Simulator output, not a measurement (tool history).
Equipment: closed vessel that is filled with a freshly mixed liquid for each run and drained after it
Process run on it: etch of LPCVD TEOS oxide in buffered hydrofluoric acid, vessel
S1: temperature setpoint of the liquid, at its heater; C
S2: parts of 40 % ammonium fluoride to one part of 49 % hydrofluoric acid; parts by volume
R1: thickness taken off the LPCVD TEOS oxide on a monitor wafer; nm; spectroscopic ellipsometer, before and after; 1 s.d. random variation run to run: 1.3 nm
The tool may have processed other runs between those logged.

run 1 hour=0 | S1=22 S2=17 time_in_the_liquid_(s)=90 | R1=90.447
run 2 hour=6.1 | S1=23.5 S2=17 time_in_the_liquid_(s)=90 | R1=98.243
run 3 hour=8.1 | S1=23.5 S2=19 time_in_the_liquid_(s)=90 | R1=87.358
run 4 hour=11.4 | S1=23.5 S2=19 time_in_the_liquid_(s)=95 | R1=92.271
run 5 hour=15.4 | S1=20.5 S2=19 time_in_the_liquid_(s)=95 | R1=78.73
run 6 hour=19 | S1=22 S2=18 time_in_the_liquid_(s)=95 | R1=88.749
run 7 hour=22.3 | S1=23.5 S2=17 time_in_the_liquid_(s)=95 | R1=103.8

Run 8 is up next; what results do you expect?
run 8 hour=29.8 | S1=24.5 S2=16 time_in_the_liquid_(s)=95 | R1=?

Run 8 measured R1 114.99 nm.
